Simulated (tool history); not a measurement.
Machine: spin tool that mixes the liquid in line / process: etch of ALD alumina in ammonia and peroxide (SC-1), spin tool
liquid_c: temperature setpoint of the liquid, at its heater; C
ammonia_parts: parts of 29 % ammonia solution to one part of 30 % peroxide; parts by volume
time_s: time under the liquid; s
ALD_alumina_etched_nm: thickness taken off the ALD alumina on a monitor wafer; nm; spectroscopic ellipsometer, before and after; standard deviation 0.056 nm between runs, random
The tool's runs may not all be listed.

run  hour  liquid_c  ammonia_parts  time_s  ALD_alumina_etched_nm
  1   0.0      48.0           0.50     300                 8.3416
  2   0.9      48.0           0.50     325                 9.1195
  3   6.7      46.5           0.50     325                 8.3734
  4   8.6      46.5           0.50     300                 7.6689
  5  15.1      53.0           0.50     300                11.0370
  6  15.9      53.0           0.65     300                11.1680
  7  17.3      50.5           0.65     300                 9.7376
  8  19.7      48.5           0.65     300                 8.8429
  9  25.6      47.0           0.65     300                 8.1097

What will run 10 give?
 10  34.1      46.5           0.65     300                      ?

{"run 10": {"ALD_alumina_etched_nm": 7.8705}}
